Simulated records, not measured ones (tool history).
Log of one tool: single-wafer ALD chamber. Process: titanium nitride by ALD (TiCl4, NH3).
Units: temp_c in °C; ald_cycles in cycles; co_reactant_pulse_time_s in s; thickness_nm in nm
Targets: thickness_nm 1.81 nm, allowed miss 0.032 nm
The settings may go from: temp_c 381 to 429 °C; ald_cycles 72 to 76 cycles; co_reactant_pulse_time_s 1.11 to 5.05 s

run,hour,temp_c,ald_cycles,co_reactant_pulse_time_s,thickness_nm
1,0,405,76,3.08,1.9458
2,3.7,404,75,2.76,1.8991
3,9.9,404,75,3.3,1.9028
4,15.5,402,75,3.32,1.9196
5,16.1,403,75,3.06,1.9102
6,17.4,402,75,2.82,1.9043
7,25.1,401,75,2.63,1.8951
8,31.6,400,75,2.53,1.8871
9,36.2,400,75,2.48,1.8934
10,44,399,75,2.37,1.8939
11,52.6,399,75,2.23,1.8732
12,54.6,399,75,2.22,1.8879
13,56.8,399,75,2.13,1.8835
14,64.6,399,75,2.07,1.8716

Which of these 5 next moves meets every target?
A,72.4,405,75,1.83,?
B,72.4,405,72,2.55,?
C,72.4,402,76,2.17,?
D,72.4,402,76,2.24,?
E,72.4,388,75,2.45,?

move,thickness_nm
A,1.871
B,1.8296
C,1.9139
D,1.9173
E,1.8844
A: as far off as the last run
B: meets every target
C: further off than the last run
D: further off than the last run
E: further off than the last run
Answer: B
